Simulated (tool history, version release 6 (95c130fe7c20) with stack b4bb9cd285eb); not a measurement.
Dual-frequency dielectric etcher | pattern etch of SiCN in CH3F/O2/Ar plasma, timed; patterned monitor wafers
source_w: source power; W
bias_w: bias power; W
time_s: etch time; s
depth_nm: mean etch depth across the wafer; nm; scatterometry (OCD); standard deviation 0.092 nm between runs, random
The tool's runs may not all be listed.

run  hour  source_w  bias_w  time_s  depth_nm
  1   0.0       320      86    49.5    17.512
  2   1.6       340      86    49.5    17.844
  3   2.4       390      86    49.5    19.140
  4   5.4       390      86    49.5    19.038
  5  13.6       390      86    45.5    17.541
  6  14.1       370      85    45.5    16.912
  7  19.9       360      84    45.5    16.652
  8  27.9       350      83    45.5    16.462
  9  32.3       340      82    45.5    16.221

Estimate the outcome of run 10 from the log above:
     36.0  -- wet clean of the chamber
 10  36.0       330      81    45.5         ?

{"run 10": {"depth_nm": 16.533}}
